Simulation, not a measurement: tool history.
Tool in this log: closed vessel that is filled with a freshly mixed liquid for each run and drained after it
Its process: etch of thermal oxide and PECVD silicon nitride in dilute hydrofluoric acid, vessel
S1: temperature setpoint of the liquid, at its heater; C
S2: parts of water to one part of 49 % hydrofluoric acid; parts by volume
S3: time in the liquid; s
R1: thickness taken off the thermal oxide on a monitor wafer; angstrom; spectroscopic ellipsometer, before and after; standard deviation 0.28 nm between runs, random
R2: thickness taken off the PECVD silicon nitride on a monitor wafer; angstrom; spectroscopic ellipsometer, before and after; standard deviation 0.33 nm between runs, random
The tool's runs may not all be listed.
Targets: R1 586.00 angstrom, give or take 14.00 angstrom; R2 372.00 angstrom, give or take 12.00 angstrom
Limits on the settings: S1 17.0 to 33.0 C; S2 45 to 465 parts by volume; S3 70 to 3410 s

Run 1, hour 0.0: S1 25.0 C, S2 255 parts by volume, S3 1740 s. Result: R1 308.35 angstrom, R2 208.76 angstrom.
Run 2, hour 3.8: S1 23.0 C, S2 255 parts by volume, S3 1740 s. Result: R1 288.36 angstrom, R2 184.08 angstrom.
Run 3, hour 12.4: S1 23.5 C, S2 235 parts by volume, S3 1720 s. Result: R1 319.45 angstrom, R2 200.04 angstrom.
Run 4, hour 16.8: S1 24.5 C, S2 220 parts by volume, S3 1695 s. Result: R1 354.43 angstrom, R2 223.21 angstrom.
Run 5, hour 24.6: S1 24.5 C, S2 295 parts by volume, S3 1695 s. Result: R1 244.76 angstrom, R2 165.93 angstrom.
Run 6, hour 33.2: S1 25.0 C, S2 270 parts by volume, S3 1670 s. Result: R1 275.10 angstrom, R2 183.99 angstrom.
Run 7, hour 36.9: S1 25.5 C, S2 250 parts by volume, S3 1650 s. Result: R1 303.06 angstrom, R2 203.90 angstrom.
Run 8, hour 45.0: S1 26.0 C, S2 230 parts by volume, S3 1635 s. Result: R1 339.66 angstrom, R2 226.15 angstrom.
Run 9, hour 47.6: S1 29.0 C, S2 125 parts by volume, S3 1465 s. Result: R1 707.97 angstrom, R2 450.46 angstrom.
Run 10, hour 52.3: S1 29.0 C, S2 130 parts by volume, S3 1480 s. Result: R1 681.07 angstrom, R2 441.92 angstrom.
Run 11, hour 62.0: S1 29.0 C, S2 135 parts by volume, S3 1490 s. Result: R1 661.86 angstrom, R2 425.05 angstrom.

Which of these 5 next moves meets every target?
Run A, hour 71.7: S1 28.0 C, S2 165 parts by volume, S3 1800 s. Result: R1 ?, R2 ?.
Run B, hour 71.7: S1 30.0 C, S2 175 parts by volume, S3 1745 s. Result: R1 ?, R2 ?.
Run C, hour 71.7: S1 31.0 C, S2 145 parts by volume, S3 1325 s. Result: R1 ?, R2 ?.
Run D, hour 71.7: S1 27.0 C, S2 165 parts by volume, S3 1805 s. Result: R1 ?, R2 ?.
Run E, hour 71.7: S1 30.5 C, S2 165 parts by volume, S3 1595 s. Result: R1 ?, R2 ?.

move      R1      R2
   A  613.57  397.08
   B  594.94  409.89
   C  587.49  400.47
   D  593.24  374.19
   E  594.60  410.01
A: moves toward the targets from the last run without getting all of them in spec
B: brings the result that was furthest off to its target, and leaves another outside
C: brings the result that was furthest off to its target, and leaves another outside
D: each result inside its tolerance
E: brings the result that was furthest off to its target, and leaves another outside
Correct choice: D, which meets every target

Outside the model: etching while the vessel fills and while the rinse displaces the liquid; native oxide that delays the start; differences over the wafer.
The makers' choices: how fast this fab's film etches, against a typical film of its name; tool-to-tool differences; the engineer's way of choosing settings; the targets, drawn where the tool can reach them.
